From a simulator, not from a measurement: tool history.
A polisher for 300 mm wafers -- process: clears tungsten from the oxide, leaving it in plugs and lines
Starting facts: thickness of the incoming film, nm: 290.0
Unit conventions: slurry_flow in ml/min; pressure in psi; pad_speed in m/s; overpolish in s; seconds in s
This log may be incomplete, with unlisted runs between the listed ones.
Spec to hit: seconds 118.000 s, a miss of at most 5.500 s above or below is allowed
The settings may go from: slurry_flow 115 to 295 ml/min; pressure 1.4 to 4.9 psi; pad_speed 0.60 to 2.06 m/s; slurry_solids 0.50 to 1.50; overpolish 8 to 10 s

{"run": 1, "hour": 0.0, "slurry_flow": 190, "pressure": 3.1, "pad_speed": 1.32, "slurry_solids": 1.0, "overpolish": 10, "seconds": 61.05}
{"run": 2, "hour": 4.9, "slurry_flow": 190, "pressure": 3.1, "pad_speed": 1.32, "slurry_solids": 1.2, "overpolish": 10, "seconds": 59.014}
{"run": 3, "hour": 11.5, "slurry_flow": 190, "pressure": 2.9, "pad_speed": 1.3, "slurry_solids": 1.2, "overpolish": 10, "seconds": 63.652}
{"run": 4, "hour": 19.6, "slurry_flow": 220, "pressure": 2.9, "pad_speed": 1.3, "slurry_solids": 1.2, "overpolish": 10, "seconds": 62.426}
{"run": 5, "hour": 25.8, "slurry_flow": 220, "pressure": 2.7, "pad_speed": 1.26, "slurry_solids": 1.2, "overpolish": 10, "seconds": 66.168}
{"run": 6, "hour": 29.1, "slurry_flow": 220, "pressure": 2.7, "pad_speed": 1.26, "slurry_solids": 1.3, "overpolish": 10, "seconds": 67.983}
{"run": 7, "hour": 37.6, "slurry_flow": 220, "pressure": 2.5, "pad_speed": 1.22, "slurry_solids": 1.3, "overpolish": 10, "seconds": 72.437}
{"run": 8, "hour": 41.7, "slurry_flow": 220, "pressure": 2.3, "pad_speed": 1.18, "slurry_solids": 1.3, "overpolish": 10, "seconds": 79.658}
{"run": 9, "hour": 42.5, "slurry_flow": 215, "pressure": 1.4, "pad_speed": 1.02, "slurry_solids": 1.3, "overpolish": 10, "seconds": 131.88}
{"run": 10, "hour": 46.3, "slurry_flow": 220, "pressure": 1.4, "pad_speed": 1.02, "slurry_solids": 1.3, "overpolish": 10, "seconds": 130.83}
{"run": 11, "hour": 50.8, "slurry_flow": 225, "pressure": 1.4, "pad_speed": 1.02, "slurry_solids": 1.3, "overpolish": 10, "seconds": 134.01}

Which single option among these 4 for the next run brings every result within its allowed miss of target? Just one does.
{"run": "A", "hour": 55.3, "slurry_flow": 240, "pressure": 1.6, "pad_speed": 0.86, "slurry_solids": 1.1, "overpolish": 8, "seconds": "?"}
{"run": "B", "hour": 55.3, "slurry_flow": 220, "pressure": 1.7, "pad_speed": 1.14, "slurry_solids": 1.2, "overpolish": 10, "seconds": "?"}
{"run": "C", "hour": 55.3, "slurry_flow": 260, "pressure": 1.5, "pad_speed": 0.9, "slurry_solids": 1.25, "overpolish": 10, "seconds": "?"}
{"run": "D", "hour": 55.3, "slurry_flow": 225, "pressure": 1.5, "pad_speed": 1.12, "slurry_solids": 1.25, "overpolish": 10, "seconds": "?"}

move=A seconds=148.980
move=B seconds=107.510
move=C seconds=143.050
move=D seconds=117.890
A: further off than the last run
B: carries the result that was furthest off beyond its target, to the other side
C: further off than the last run
D: meets every target
The right move is D.
